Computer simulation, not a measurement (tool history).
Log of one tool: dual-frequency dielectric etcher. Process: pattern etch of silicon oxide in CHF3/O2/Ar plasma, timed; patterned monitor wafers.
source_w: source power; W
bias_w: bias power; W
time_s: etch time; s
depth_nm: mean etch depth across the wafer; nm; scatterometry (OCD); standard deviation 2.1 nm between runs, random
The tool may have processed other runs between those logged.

run  hour  source_w  bias_w  time_s  depth_nm
  1   0.0       530     209     549   1020.30
  2   3.9       600     209     549   1070.80
  3   5.4       600     209     549   1070.50
  4  10.0       660     209     549   1105.90
  5  12.4       660     226     549   1152.50
  6  16.2       610     219     549   1103.70
  7  21.6       570     214     549   1062.70
  8  23.8       530     210     549   1024.20
  9  27.7       500     207     549    991.23
 10  30.4       500     207     549    993.03
 11  35.8       500     207     549    991.19
 12  42.2       480     205     549    969.53
 13  44.3       470     204     549    959.06

Estimate the outcome of run 14 from the log above:
 14  49.6       460     203     549         ?

depth_nm: 952.66 nm

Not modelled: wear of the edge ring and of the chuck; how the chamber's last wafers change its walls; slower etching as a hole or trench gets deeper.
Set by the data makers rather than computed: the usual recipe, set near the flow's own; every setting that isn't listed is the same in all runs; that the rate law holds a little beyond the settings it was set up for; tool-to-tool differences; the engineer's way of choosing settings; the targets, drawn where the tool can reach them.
